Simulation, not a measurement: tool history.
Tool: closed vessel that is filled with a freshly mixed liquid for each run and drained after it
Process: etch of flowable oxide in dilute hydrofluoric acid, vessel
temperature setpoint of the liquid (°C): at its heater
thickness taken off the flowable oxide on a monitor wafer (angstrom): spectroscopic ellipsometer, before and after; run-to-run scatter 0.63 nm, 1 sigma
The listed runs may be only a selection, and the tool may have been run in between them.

run  hour  temperature setpoint of the liquid (°C)  parts of water to one part of 49 % hydrofluoric acid (parts by volume)  time in the liquid (s)  thickness taken off the flowable oxide on a monitor wafer (angstrom)
  1     0                                       26                                                                     205                     385                                                                628.81
  2   1.2                                     24.5                                                                     205                     385                                                                592.95
  3   5.3                                     24.5                                                                     165                     385                                                                783.42
  4  10.3                                     24.5                                                                     165                     385                                                                774.96
  5  12.8                                     24.5                                                                     130                     385                                                                1036.7
  6  19.8                                     23.5                                                                     130                     385                                                                1004.9

Expected results for the next run?
  7  28.3                                     22.5                                                                     130                     385                                                                     ?

thickness taken off the flowable oxide on a monitor wafer (angstrom): 963.62
